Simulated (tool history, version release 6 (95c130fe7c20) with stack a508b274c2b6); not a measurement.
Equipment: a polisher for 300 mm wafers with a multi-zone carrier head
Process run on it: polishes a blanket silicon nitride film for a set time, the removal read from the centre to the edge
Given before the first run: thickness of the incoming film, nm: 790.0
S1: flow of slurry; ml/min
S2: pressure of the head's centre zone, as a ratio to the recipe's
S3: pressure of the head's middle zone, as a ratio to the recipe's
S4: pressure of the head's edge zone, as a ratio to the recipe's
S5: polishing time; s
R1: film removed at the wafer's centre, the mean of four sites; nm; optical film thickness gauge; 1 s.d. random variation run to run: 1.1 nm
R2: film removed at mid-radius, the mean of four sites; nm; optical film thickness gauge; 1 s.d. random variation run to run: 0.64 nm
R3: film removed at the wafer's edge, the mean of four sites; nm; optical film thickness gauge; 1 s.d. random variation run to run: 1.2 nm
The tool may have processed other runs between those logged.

Run 1, hour 0: S1 135 ml/min, S2 1, S3 1, S4 1, S5 59 s. Result: R1 72.901 nm, R2 72.418 nm, R3 70.073 nm.
Run 2, hour 6.6: S1 135 ml/min, S2 0.94, S3 1, S4 1, S5 59 s. Result: R1 68.017 nm, R2 73.435 nm, R3 72.511 nm.
Run 3, hour 9: S1 150 ml/min, S2 0.94, S3 1.04, S4 1.05, S5 62 s. Result: R1 72.562 nm, R2 80.322 nm, R3 77.884 nm.
Run 4, hour 13.9: S1 160 ml/min, S2 0.94, S3 1.07, S4 1.08, S5 65 s. Result: R1 77.964 nm, R2 87.719 nm, R3 81.594 nm.
Run 5, hour 18.3: S1 160 ml/min, S2 0.94, S3 1.07, S4 1.08, S5 80 s. Result: R1 94.75 nm, R2 107.76 nm, R3 101.43 nm.
Run 6, hour 27.2: S1 160 ml/min, S2 0.86, S3 1.07, S4 1.08, S5 80 s. Result: R1 86.772 nm, R2 107.54 nm, R3 101.27 nm.
Run 7, hour 30.9: S1 155 ml/min, S2 0.87, S3 1.07, S4 1.06, S5 80 s. Result: R1 86.553 nm, R2 107.26 nm, R3 102.46 nm.

Run 8 is up next; what results do you expect?
Run 8, hour 38.5: S1 155 ml/min, S2 0.88, S3 1.07, S4 1.05, S5 79 s. Result: R1 ?, R2 ?, R3 ?.

R1: 87.199 nm
R2: 106.65 nm
R3: 98.792 nm
